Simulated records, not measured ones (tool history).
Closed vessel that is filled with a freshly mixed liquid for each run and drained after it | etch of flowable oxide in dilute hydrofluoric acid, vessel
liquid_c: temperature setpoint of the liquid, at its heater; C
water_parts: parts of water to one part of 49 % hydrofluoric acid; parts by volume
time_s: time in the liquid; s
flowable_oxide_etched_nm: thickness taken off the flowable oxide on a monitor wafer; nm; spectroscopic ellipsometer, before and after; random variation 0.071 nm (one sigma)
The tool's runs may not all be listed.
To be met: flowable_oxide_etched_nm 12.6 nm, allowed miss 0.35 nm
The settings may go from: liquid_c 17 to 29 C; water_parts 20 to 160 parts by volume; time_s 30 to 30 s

Run 1, hour 0: liquid_c 21 C, water_parts 90 parts by volume, time_s 30 s. Result: flowable_oxide_etched_nm 16.019 nm.
Run 2, hour 8.5: liquid_c 20 C, water_parts 90 parts by volume, time_s 30 s. Result: flowable_oxide_etched_nm 15.254 nm.
Run 3, hour 14.7: liquid_c 17 C, water_parts 90 parts by volume, time_s 30 s. Result: flowable_oxide_etched_nm 13.361 nm.
Run 4, hour 15.6: liquid_c 17 C, water_parts 60 parts by volume, time_s 30 s. Result: flowable_oxide_etched_nm 20.735 nm.
Run 5, hour 19: liquid_c 17 C, water_parts 60 parts by volume, time_s 30 s. Result: flowable_oxide_etched_nm 20.844 nm.
At hour 28.2: thermometer replaced.
Run 6, hour 28.2: liquid_c 17 C, water_parts 70 parts by volume, time_s 30 s. Result: flowable_oxide_etched_nm 18.533 nm.
Run 7, hour 31: liquid_c 17 C, water_parts 75 parts by volume, time_s 30 s. Result: flowable_oxide_etched_nm 17.529 nm.
Run 8, hour 40.3: liquid_c 17 C, water_parts 110 parts by volume, time_s 30 s. Result: flowable_oxide_etched_nm 11.356 nm.

5 next moves are on the table. One of them brings every result within its allowed miss. Which?
Run A, hour 49.6: liquid_c 17 C, water_parts 100 parts by volume, time_s 30 s. Result: flowable_oxide_etched_nm ?.
Run B, hour 49.6: liquid_c 21 C, water_parts 125 parts by volume, time_s 30 s. Result: flowable_oxide_etched_nm ?.
Run C, hour 49.6: liquid_c 18 C, water_parts 110 parts by volume, time_s 30 s. Result: flowable_oxide_etched_nm ?.
Run D, hour 49.6: liquid_c 17.5 C, water_parts 110 parts by volume, time_s 30 s. Result: flowable_oxide_etched_nm ?.
Run E, hour 49.6: liquid_c 19 C, water_parts 115 parts by volume, time_s 30 s. Result: flowable_oxide_etched_nm ?.

move  flowable_oxide_etched_nm
   A                    12.667
   B                     11.63
   C                    11.883
   D                    11.638
   E                    11.783
A: meets every target
B: nearer than the last run, and not there yet
C: nearer than the last run, and not there yet
D: nearer than the last run, and not there yet
E: nearer than the last run, and not there yet
Move A is the one to make.

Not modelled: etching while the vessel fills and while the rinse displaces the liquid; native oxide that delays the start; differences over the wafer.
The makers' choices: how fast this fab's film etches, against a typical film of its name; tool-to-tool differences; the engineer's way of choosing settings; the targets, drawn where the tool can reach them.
